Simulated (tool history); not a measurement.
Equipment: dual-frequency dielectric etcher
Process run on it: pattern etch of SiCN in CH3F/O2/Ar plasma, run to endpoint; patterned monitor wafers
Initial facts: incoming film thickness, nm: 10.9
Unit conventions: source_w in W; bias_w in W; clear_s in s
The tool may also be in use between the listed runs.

run,hour,source_w,bias_w,clear_s
1,0,450,100,25.082
2,0.9,450,92,25.515
3,1.5,420,92,26.441
4,7,470,92,25.309
5,11.4,470,110,23.982
6,14.7,410,110,25.024

For run 7, what comes out?
# hour 18: bias power generator calibrated
7,18,500,124,?

For run 7 the tool returned clear_s 23.093 s.
